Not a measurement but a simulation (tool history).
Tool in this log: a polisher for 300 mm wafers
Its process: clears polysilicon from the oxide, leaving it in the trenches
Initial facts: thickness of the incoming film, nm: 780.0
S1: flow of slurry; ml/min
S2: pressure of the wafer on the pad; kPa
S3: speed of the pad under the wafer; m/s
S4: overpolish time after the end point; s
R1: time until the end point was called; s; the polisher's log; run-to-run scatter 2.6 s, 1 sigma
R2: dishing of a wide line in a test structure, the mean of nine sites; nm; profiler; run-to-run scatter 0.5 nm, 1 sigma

{"run": 1, "day": 0.0, "S1": 320, "S2": 16.5, "S3": 1.0, "S4": 10, "R1": 71.713, "R2": 43.378}
{"run": 2, "day": 0.154, "S1": 320, "S2": 20.7, "S3": 1.0, "S4": 10, "R1": 55.808, "R2": 43.596}
{"run": 3, "day": 0.288, "S1": 320, "S2": 18.6, "S3": 0.96, "S4": 10, "R1": 63.007, "R2": 43.193}
{"run": 4, "day": 0.596, "S1": 320, "S2": 18.6, "S3": 0.86, "S4": 10, "R1": 72.578, "R2": 42.002}
{"run": 5, "day": 0.696, "S1": 320, "S2": 18.6, "S3": 0.86, "S4": 8, "R1": 72.937, "R2": 39.947}
{"day": 0.9, "done": "slurry nozzle cleaned"}
{"run": 6, "day": 0.9, "S1": 280, "S2": 18.6, "S3": 0.86, "S4": 8, "R1": 68.228, "R2": 40.339}

For run 7, what comes out?
{"run": 7, "day": 1.071, "S1": 295, "S2": 17.2, "S3": 0.84, "S4": 8, "R1": "?", "R2": "?"}

{"run 7": {"R1": 75.37, "R2": 39.135}}
